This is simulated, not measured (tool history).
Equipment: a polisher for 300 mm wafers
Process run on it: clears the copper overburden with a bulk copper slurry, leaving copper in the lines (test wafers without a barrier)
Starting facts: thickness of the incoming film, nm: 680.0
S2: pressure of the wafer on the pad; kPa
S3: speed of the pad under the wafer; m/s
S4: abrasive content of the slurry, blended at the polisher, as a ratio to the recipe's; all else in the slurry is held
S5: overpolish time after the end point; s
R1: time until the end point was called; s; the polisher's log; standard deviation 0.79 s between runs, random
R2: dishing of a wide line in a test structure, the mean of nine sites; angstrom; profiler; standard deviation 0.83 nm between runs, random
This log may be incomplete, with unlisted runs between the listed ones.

run 1 hour=0 | flow_of_slurry_(ml/min)=270 S2=20 S3=1.02 S4=1 S5=17 | R1=94.755 R2=663.64
run 2 hour=1 | flow_of_slurry_(ml/min)=270 S2=24.1 S3=1.02 S4=1 S5=17 | R1=76.51 R2=747.99
run 3 hour=5.7 | flow_of_slurry_(ml/min)=270 S2=25.5 S3=1.02 S4=1 S5=16 | R1=73.556 R2=752.15
run 4 hour=9.1 | flow_of_slurry_(ml/min)=270 S2=26.9 S3=1.02 S4=1 S5=15 | R1=69.089 R2=747.77
run 5 hour=17.3 | flow_of_slurry_(ml/min)=270 S2=26.9 S3=1.02 S4=1 S5=19 | R1=69.436 R2=848.02
run 6 hour=25.3 | flow_of_slurry_(ml/min)=270 S2=27.6 S3=1.02 S4=1 S5=17 | R1=69.107 R2=806.58
run 7 hour=33.4 | flow_of_slurry_(ml/min)=270 S2=28.3 S3=1.02 S4=1 S5=16 | R1=66.899 R2=783.9
run 8 hour=41.4 | flow_of_slurry_(ml/min)=270 S2=29 S3=1.02 S4=1 S5=15 | R1=64.265 R2=784.94

What will run 9 give?
run 9 hour=44.3 | flow_of_slurry_(ml/min)=270 S2=29 S3=1.02 S4=1 S5=14 | R1=? R2=?

Run 9 yielded R1 65.777 s, R2 757.27 angstrom.

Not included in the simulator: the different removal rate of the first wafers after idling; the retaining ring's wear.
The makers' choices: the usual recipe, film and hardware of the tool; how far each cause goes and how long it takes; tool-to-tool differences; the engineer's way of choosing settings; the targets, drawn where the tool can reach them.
